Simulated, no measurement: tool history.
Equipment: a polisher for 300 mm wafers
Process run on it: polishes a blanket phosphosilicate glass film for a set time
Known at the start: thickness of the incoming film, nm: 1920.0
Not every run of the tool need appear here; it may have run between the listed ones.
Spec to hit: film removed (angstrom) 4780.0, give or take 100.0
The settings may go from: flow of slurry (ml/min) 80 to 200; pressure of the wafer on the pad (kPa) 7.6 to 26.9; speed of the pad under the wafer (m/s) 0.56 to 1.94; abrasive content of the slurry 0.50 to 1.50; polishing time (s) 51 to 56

run  hour  flow of slurry (ml/min)  pressure of the wafer on the pad (kPa)  speed of the pad under the wafer (m/s)  abrasive content of the slurry  polishing time (s)  film removed (angstrom)
  1   0.0                      130                                    17.2                                    1.24                            1.00                  56                   3649.5
  2   1.7                      145                                    17.2                                    1.24                            1.00                  56                   3741.7
  3   8.8                      145                                    17.2                                    1.24                            1.10                  56                   3933.9
  4  14.7                      120                                    17.2                                    1.24                            1.10                  56                   3733.9
  5  21.4                      135                                    17.9                                    1.24                            1.10                  56                   4004.5
  6  22.6                      135                                    17.9                                    1.24                            1.10                  56                   3991.6
  7  27.6                      145                                    18.6                                    1.24                            1.10                  56                   4232.7
  8  31.3                      155                                    18.6                                    1.24                            1.10                  56                   4304.2
  9  38.6                      165                                    18.6                                    1.24                            1.10                  56                   4309.7
 10  42.3                      170                                    18.6                                    1.24                            1.10                  56                   4354.1
 11  45.6                      175                                    18.6                                    1.24                            1.10                  56                   4405.1
 12  53.4                      180                                    18.6                                    1.24                            1.10                  56                   4430.0

Pick the move, out of 5, that brings all results within their allowed miss; only one does.
  A  61.2                      180                                    18.6                                    1.26                            1.15                  51                        ?
  B  61.2                      185                                    18.6                                    1.24                            1.15                  56                        ?
  C  61.2                      175                                    18.6                                    1.38                            1.00                  55                        ?
  D  61.2                      180                                    20.0                                    1.20                            1.15                  53                        ?
  E  61.2                      200                                    19.3                                    1.28                            1.20                  55                        ?

move  film removed (angstrom)
   A                   4165.0
   B                   4533.7
   C                   4521.3
   D                   4462.4
   E                   4870.1
A: misses by more than the last run did
B: closer than the last run, but not yet in spec
C: closer than the last run, but not yet in spec
D: closer than the last run, but not yet in spec
E: every result lands within tolerance
Correct choice: E, which meets every target

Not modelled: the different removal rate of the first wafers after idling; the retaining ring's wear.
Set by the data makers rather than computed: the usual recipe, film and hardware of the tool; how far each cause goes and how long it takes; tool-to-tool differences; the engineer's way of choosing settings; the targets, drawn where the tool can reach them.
